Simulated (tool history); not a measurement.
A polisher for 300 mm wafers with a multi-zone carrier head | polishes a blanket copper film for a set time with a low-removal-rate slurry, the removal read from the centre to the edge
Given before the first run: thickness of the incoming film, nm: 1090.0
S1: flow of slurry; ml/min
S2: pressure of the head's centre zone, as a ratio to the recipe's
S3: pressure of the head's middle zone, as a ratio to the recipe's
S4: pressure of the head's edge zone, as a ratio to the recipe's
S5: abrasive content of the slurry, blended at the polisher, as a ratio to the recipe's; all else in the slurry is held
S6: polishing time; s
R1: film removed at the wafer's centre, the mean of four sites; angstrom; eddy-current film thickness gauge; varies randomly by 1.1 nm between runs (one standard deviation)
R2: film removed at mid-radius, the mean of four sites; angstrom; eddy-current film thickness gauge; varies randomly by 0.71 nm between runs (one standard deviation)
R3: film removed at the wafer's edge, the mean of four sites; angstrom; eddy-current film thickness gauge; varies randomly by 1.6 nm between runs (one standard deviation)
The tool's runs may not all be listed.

run,day,S1,S2,S3,S4,S5,S6,R1,R2,R3
1,0.000,290,1.00,1.00,1.00,1.00,43,1002.10,971.13,1033.60
2,0.354,290,0.94,1.00,1.00,1.00,43,912.38,975.45,1028.90
3,0.704,235,0.94,1.00,1.00,1.00,43,904.81,927.15,990.21
4,0.942,250,0.94,1.00,1.02,1.05,43,908.04,951.32,1007.90
5,1.267,250,0.94,1.00,1.02,1.25,43,959.27,1002.90,1054.50
6,1.446,190,0.94,1.00,1.02,1.25,43,877.01,926.41,1011.60
7,1.729,205,0.93,0.99,1.04,1.30,43,880.96,953.42,1046.50
8,1.808,220,0.93,0.99,1.06,1.30,43,915.22,966.61,1045.20
9,2.100,225,0.92,0.98,1.06,1.30,44,924.93,968.02,1105.70
10,2.296,240,0.92,0.98,1.07,1.30,44,925.07,1000.50,1115.30
11,2.504,255,0.92,0.98,1.08,1.30,44,969.25,1012.30,1147.10
12,2.583,335,0.86,1.07,1.18,1.40,44,975.02,1161.60,1227.40
13,2.688,340,0.86,1.06,1.18,1.40,44,970.22,1155.50,1252.90
# day 2.850: slurry nozzle cleaned
14,2.850,380,0.93,1.01,1.19,1.50,44,1146.50,1212.40,1368.40
15,2.933,375,0.93,1.01,1.19,1.50,44,1156.90,1217.50,1333.60
16,3.096,370,0.93,1.01,1.19,1.50,44,1145.80,1209.60,1353.10
17,3.175,365,0.93,1.01,1.19,1.50,44,1166.40,1219.30,1345.10
18,3.521,360,0.92,1.01,1.19,1.50,44,1129.60,1203.90,1357.10
19,3.633,355,0.92,1.01,1.19,1.50,44,1118.20,1216.80,1349.80
20,3.971,350,0.92,1.01,1.19,1.50,44,1121.20,1215.20,1336.40

What will run 21 give?
21,4.038,350,0.92,1.00,1.19,1.50,44,?,?,?

{"run 21": {"R1": 1138.4, "R2": 1203.6, "R3": 1320.9}}
